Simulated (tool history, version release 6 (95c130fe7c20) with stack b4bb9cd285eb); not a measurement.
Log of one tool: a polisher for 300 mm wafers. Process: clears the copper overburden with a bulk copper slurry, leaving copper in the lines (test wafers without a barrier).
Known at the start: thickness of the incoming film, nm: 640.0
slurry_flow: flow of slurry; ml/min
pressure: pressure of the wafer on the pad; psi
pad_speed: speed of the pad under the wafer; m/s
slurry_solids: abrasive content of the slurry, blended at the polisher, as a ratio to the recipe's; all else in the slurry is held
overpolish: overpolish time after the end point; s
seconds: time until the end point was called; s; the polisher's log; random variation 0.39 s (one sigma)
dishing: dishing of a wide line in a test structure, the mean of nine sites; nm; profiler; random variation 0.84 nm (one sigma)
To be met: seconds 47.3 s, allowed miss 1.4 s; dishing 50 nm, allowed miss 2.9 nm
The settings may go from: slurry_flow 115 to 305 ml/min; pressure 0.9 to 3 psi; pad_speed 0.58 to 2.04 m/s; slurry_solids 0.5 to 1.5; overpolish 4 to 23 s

run 1 hour=0 | slurry_flow=195 pressure=1.9 pad_speed=1.3 slurry_solids=1 overpolish=12 | seconds=78.173 dishing=55.793
run 2 hour=6 | slurry_flow=195 pressure=1.9 pad_speed=1.3 slurry_solids=0.8 overpolish=12 | seconds=81.753 dishing=53.586
run 3 hour=13.7 | slurry_flow=195 pressure=1.6 pad_speed=1.3 slurry_solids=0.8 overpolish=12 | seconds=96.333 dishing=47.392
run 4 hour=20.7 | slurry_flow=195 pressure=1.4 pad_speed=1.3 slurry_solids=0.8 overpolish=12 | seconds=108.88 dishing=41.882
run 5 hour=25.9 | slurry_flow=205 pressure=1.6 pad_speed=1.34 slurry_solids=0.75 overpolish=11 | seconds=92.622 dishing=44.126
run 6 hour=31.7 | slurry_flow=215 pressure=1.8 pad_speed=1.34 slurry_solids=0.75 overpolish=10 | seconds=82.902 dishing=46.366
run 7 hour=33.2 | slurry_flow=225 pressure=1.9 pad_speed=1.36 slurry_solids=0.7 overpolish=9 | seconds=77.672 dishing=45.798
run 8 hour=40.9 | slurry_flow=225 pressure=1.9 pad_speed=1.36 slurry_solids=0.7 overpolish=9 | seconds=76.609 dishing=45.452
run 9 hour=42.1 | slurry_flow=230 pressure=2 pad_speed=1.36 slurry_solids=0.7 overpolish=8 | seconds=73.442 dishing=42.997
run 10 hour=46.7 | slurry_flow=230 pressure=2 pad_speed=1.36 slurry_solids=0.7 overpolish=8 | seconds=73.124 dishing=44.292
run 11 hour=50.2 | slurry_flow=235 pressure=2.1 pad_speed=1.36 slurry_solids=0.7 overpolish=7 | seconds=69.879 dishing=41.517
run 12 hour=53.2 | slurry_flow=240 pressure=2.2 pad_speed=1.36 slurry_solids=0.7 overpolish=7 | seconds=66.187 dishing=43.625
run 13 hour=60.6 | slurry_flow=245 pressure=2.3 pad_speed=1.36 slurry_solids=0.7 overpolish=7 | seconds=64.367 dishing=44.175
run 14 hour=61.6 | slurry_flow=245 pressure=2.4 pad_speed=1.36 slurry_solids=0.7 overpolish=7 | seconds=61.183 dishing=46.077
run 15 hour=62.5 | slurry_flow=245 pressure=2.4 pad_speed=1.36 slurry_solids=0.7 overpolish=7 | seconds=61.224 dishing=45.927
-- hour=69.7 slurry nozzle cleaned
run 16 hour=69.7 | slurry_flow=245 pressure=2.5 pad_speed=1.36 slurry_solids=0.7 overpolish=7 | seconds=54.759 dishing=50.182
run 17 hour=72.5 | slurry_flow=245 pressure=2.6 pad_speed=1.36 slurry_solids=0.7 overpolish=6 | seconds=53.612 dishing=45.119
run 18 hour=76.8 | slurry_flow=250 pressure=2.7 pad_speed=1.36 slurry_solids=0.7 overpolish=6 | seconds=51.218 dishing=46.253
run 19 hour=77.7 | slurry_flow=250 pressure=2.8 pad_speed=1.36 slurry_solids=0.7 overpolish=6 | seconds=49.234 dishing=49.543

5 next moves are on the table. One of them brings every result within its allowed miss. Which?
run A hour=78.6 | slurry_flow=200 pressure=2.6 pad_speed=1.54 slurry_solids=0.6 overpolish=6 | seconds=? dishing=?
run B hour=78.6 | slurry_flow=280 pressure=3 pad_speed=1.36 slurry_solids=0.5 overpolish=6 | seconds=? dishing=?
run C hour=78.6 | slurry_flow=280 pressure=2.9 pad_speed=1.26 slurry_solids=0.75 overpolish=5 | seconds=? dishing=?
run D hour=78.6 | slurry_flow=250 pressure=2.9 pad_speed=1.36 slurry_solids=0.55 overpolish=6 | seconds=? dishing=?
run E hour=78.6 | slurry_flow=200 pressure=3 pad_speed=1.42 slurry_solids=0.5 overpolish=7 | seconds=? dishing=?

move=A seconds=50.244 dishing=49.491
move=B seconds=48.136 dishing=51.734
move=C seconds=50.413 dishing=43.26
move=D seconds=49.743 dishing=50.333
move=E seconds=48.187 dishing=57.853
A: further off than the last run
B: meets every target
C: further off than the last run
D: further off than the last run
E: brings the result that was furthest off to its target, and leaves another outside
The right move is B.
